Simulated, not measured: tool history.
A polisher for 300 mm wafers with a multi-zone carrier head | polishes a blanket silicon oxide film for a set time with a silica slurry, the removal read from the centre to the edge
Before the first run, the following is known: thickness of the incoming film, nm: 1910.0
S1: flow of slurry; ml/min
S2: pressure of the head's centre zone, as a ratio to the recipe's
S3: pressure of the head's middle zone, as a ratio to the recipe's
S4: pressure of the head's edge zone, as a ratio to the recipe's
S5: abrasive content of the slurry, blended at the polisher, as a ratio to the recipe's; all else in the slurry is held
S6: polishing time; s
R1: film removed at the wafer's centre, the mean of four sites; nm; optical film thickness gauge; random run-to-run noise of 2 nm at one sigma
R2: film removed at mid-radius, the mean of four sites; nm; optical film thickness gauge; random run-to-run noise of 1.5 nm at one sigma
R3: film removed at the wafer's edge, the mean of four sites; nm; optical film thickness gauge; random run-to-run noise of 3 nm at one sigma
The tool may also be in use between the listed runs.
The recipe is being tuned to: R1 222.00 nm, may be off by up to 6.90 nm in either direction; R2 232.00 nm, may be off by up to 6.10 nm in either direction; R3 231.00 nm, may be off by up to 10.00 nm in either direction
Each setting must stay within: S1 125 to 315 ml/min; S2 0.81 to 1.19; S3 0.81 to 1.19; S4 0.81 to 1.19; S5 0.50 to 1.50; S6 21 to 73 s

run  hour   S1    S2    S3    S4    S5  S6      R1      R2      R3
  1   0.0  205  1.00  1.00  1.00  1.00  47  144.94  147.18  153.49
  2   6.5  210  1.01  1.02  1.02  1.05  47  149.21  153.63  161.03
  3   8.7  215  1.03  1.04  1.03  1.10  47  159.63  159.30  161.63
  4  10.9  215  1.03  1.05  1.04  1.15  48  164.29  168.24  166.52
  5  12.4  215  1.03  1.05  1.04  1.05  48  157.00  160.28  162.05
  6  17.4  215  1.03  1.05  1.05  1.10  49  160.23  168.86  169.33
  7  19.0  215  1.04  1.05  1.06  1.15  50  174.72  173.55  177.56
  8  27.0  215  1.04  1.06  1.07  1.20  50  175.38  178.37  181.50
  9  27.9  215  1.04  1.07  1.08  1.25  50  179.10  185.99  188.44
 10  34.6  220  1.05  1.08  1.09  1.30  50  182.87  189.57  188.40
 11  40.9  220  1.05  1.08  1.10  1.30  51  188.49  194.97  193.02
 12  47.1  220  1.05  1.08  1.11  1.30  52  191.99  198.21  201.01
 13  49.6  220  1.05  1.08  1.12  1.30  52  192.18  196.02  199.80
 14  50.5  255  1.07  1.15  1.19  1.50  53  215.54  223.79  224.64

Next run, 5 choices. One meets every target within its allowed miss, the rest don't. Which?
  A  51.4  275  1.10  1.07  1.19  1.50  54   ?   ?   ?
  B  51.4  225  1.16  1.10  1.06  1.40  56   ?   ?   ?
  C  51.4  310  1.15  1.09  1.19  1.50  51   ?   ?   ?
  D  51.4  255  1.08  1.14  1.18  1.45  55   ?   ?   ?
  E  51.4  245  0.99  1.10  1.19  1.45  57   ?   ?   ?

move      R1      R2      R3
   A  219.62  221.64  229.52
   B  227.94  224.85  217.16
   C  218.46  214.80  218.39
   D  215.63  233.70  228.49
   E  205.71  234.10  237.17
A: the biggest miss grows against the last run
B: about the same distance from the targets as the last run
C: the biggest miss grows against the last run
D: every result within its allowed miss
E: brings the last run's worst result on target, with another outside its allowed miss
So the answer is move D, the one that meets all the targets.

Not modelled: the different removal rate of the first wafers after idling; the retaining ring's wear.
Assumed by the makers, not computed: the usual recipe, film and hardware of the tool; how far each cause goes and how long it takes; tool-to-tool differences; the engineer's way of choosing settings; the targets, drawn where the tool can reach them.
